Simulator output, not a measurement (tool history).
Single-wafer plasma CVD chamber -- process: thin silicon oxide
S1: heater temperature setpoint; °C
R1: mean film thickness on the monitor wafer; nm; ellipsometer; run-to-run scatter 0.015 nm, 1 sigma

Run 1, hour 0.0: S1 385 °C, chamber pressure (Pa) 128.8, RF power (kW) 0.235, deposition time (s) 3.61. Result: R1 6.4323 nm.
Run 2, hour 5.7: S1 393 °C, chamber pressure (Pa) 128.8, RF power (kW) 0.235, deposition time (s) 3.61. Result: R1 6.4449 nm.
Run 3, hour 6.3: S1 393 °C, chamber pressure (Pa) 120.5, RF power (kW) 0.235, deposition time (s) 3.61. Result: R1 6.0872 nm.
Run 4, hour 11.8: S1 393 °C, chamber pressure (Pa) 114.4, RF power (kW) 0.235, deposition time (s) 3.61. Result: R1 5.8524 nm.
Run 5, hour 14.7: S1 383 °C, chamber pressure (Pa) 114.4, RF power (kW) 0.235, deposition time (s) 3.61. Result: R1 5.8998 nm.
At hour 16.0: RF generator calibrated.
Run 6, hour 16.0: S1 383 °C, chamber pressure (Pa) 109.5, RF power (kW) 0.235, deposition time (s) 3.61. Result: R1 5.8356 nm.

What will run 7 give?
Run 7, hour 19.4: S1 383 °C, chamber pressure (Pa) 104.4, RF power (kW) 0.235, deposition time (s) 3.61. Result: R1 ?.

{"run 7": {"R1": 5.5899}}
